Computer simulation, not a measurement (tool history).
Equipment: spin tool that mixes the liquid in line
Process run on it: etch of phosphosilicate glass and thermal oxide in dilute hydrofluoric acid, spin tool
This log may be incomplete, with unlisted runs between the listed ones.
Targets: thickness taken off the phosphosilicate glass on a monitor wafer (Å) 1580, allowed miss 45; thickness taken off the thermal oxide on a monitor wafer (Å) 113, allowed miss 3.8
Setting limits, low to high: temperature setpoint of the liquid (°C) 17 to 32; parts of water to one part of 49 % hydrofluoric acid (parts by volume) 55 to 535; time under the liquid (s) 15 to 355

run	hour	temperature setpoint of the liquid (°C)	parts of water to one part of 49 % hydrofluoric acid (parts by volume)	time under the liquid (s)	thickness taken off the phosphosilicate glass on a monitor wafer (Å)	thickness taken off the thermal oxide on a monitor wafer (Å)
1	0	24	295	180	292.69	21.15
2	5.7	24	220	180	422.97	30.645
3	14.4	26	220	180	456.3	32.576
4	22.3	26	220	250	639.45	46.06
5	26.9	27.5	175	250	881.67	63.895
6	29.2	29	155	250	1091.7	77.835
7	32.4	30	145	250	1223.9	86.97
8	36	30.5	135	250	1341.3	97.08
9	41.3	31	130	250	1437.8	101.98
10	44.6	31.5	125	250	1538.4	108.7

Next run, 4 choices. One meets every target within its allowed miss, the rest don't. Which?
A	47.9	29.5	115	240	?	?
B	47.9	21	115	335	?	?
C	47.9	17	105	355	?	?
D	47.9	32	110	220	?	?

move	thickness taken off the phosphosilicate glass on a monitor wafer (Å)	thickness taken off the thermal oxide on a monitor wafer (Å)
A	1501.9	108.16
B	1496.9	107.8
C	1483	106.8
D	1592.1	114.66
A: lands further from the targets than the last run did
B: lands further from the targets than the last run did
C: lands further from the targets than the last run did
D: in spec on every target
Go with D: it meets all targets.

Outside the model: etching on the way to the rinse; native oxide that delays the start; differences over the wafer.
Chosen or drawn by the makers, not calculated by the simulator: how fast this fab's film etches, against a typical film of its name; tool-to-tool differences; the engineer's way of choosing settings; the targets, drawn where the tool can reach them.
